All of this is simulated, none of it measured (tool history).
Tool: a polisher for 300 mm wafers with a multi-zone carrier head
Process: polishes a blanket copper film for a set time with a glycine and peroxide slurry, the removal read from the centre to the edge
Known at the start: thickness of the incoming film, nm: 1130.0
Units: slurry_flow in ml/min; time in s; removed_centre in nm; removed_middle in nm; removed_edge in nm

| run | hour | slurry_flow | centre_zone | middle_zone | edge_zone | time | removed_centre | removed_middle | removed_edge |
|---|---|---|---|---|---|---|---|---|---|
| 1 | 0 | 255 | 1 | 1 | 1 | 56 | 323.61 | 325.68 | 321.45 |
| 2 | 5.5 | 255 | 1.04 | 0.97 | 1.04 | 62 | 370.56 | 351.45 | 365.05 |
| 3 | 10.2 | 260 | 1.08 | 0.95 | 1.06 | 66 | 417.26 | 366.96 | 394.24 |
| 4 | 16.7 | 260 | 1.1 | 0.94 | 1.08 | 68 | 423.48 | 380.48 | 410.29 |
| 5 | 17.4 | 260 | 1.03 | 0.94 | 1.08 | 68 | 409.07 | 384.57 | 404.31 |
| 6 | 20.9 | 260 | 1.03 | 1 | 1.08 | 68 | 406.99 | 397.73 | 405.74 |
| 7 | 26.1 | 260 | 1.07 | 0.97 | 1.09 | 70 | 439.23 | 393.21 | 419.48 |
| 8 | 34.5 | 260 | 1.09 | 0.95 | 1.11 | 71 | 435.18 | 401.67 | 426.38 |

The next listed run, before its measurement:
| 9 | 43.3 | 265 | 1.11 | 0.92 | 1.1 | 72 | ? | ? | ? |

removed_centre: 467.89 nm
removed_middle: 398.33 nm
removed_edge: 434.29 nm

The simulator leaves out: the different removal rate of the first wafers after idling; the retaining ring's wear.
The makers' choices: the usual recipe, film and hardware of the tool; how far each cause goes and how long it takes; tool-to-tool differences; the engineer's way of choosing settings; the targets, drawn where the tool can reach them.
